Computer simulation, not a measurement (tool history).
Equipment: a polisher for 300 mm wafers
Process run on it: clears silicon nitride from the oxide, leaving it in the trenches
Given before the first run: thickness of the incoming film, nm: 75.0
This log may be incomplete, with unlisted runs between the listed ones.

| run | day | flow of slurry (ml/min) | pressure of the wafer on the pad (kPa) | speed of the pad under the wafer (cm/s) | overpolish time after the end point (s) | time until the end point was called (s) |
|---|---|---|---|---|---|---|
| 1 | 0.000 | 295 | 17.9 | 122 | 6 | 68.595 |
| 2 | 0.196 | 295 | 15.9 | 118 | 6 | 76.656 |
| 3 | 0.533 | 295 | 15.9 | 130 | 6 | 71.835 |
| 4 | 0.804 | 295 | 14.5 | 122 | 6 | 78.779 |
| 5 | 1.158 | 295 | 14.5 | 98 | 6 | 89.585 |
| 6 | 1.229 | 295 | 13.1 | 92 | 6 | 98.723 |
| 7 | 1.450 | 295 | 12.4 | 88 | 6 | 105.220 |
| 8 | 1.708 | 295 | 11.7 | 86 | 6 | 107.540 |
| 9 | 1.988 | 295 | 11.0 | 82 | 6 | 115.970 |
| 10 | 2.067 | 295 | 10.3 | 82 | 6 | 120.380 |
| 11 | 2.233 | 295 | 9.7 | 82 | 6 | 124.220 |

What does the tool deliver on the next run?
| 12 | 2.579 | 295 | 9.0 | 82 | 6 | ? |

{"run 12": {"time until the end point was called (s)": 127.43}}
